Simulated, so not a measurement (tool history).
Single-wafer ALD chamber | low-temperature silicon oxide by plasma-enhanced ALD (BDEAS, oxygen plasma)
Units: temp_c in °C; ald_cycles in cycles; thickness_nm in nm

run  hour  temp_c  ald_cycles  thickness_nm
  1   0.0     100          33        4.7350
  2   2.1      97          34        4.9679
  3   8.3     103          34        4.8709
  4  16.5     100          35        5.0434
  5  18.8     100          39        5.6262
  6  23.5      92          39        5.8104

Run 7 comes next. What will it give?
  7  32.5      90          39             ?

Run 7 gave thickness_nm 5.8419 nm.
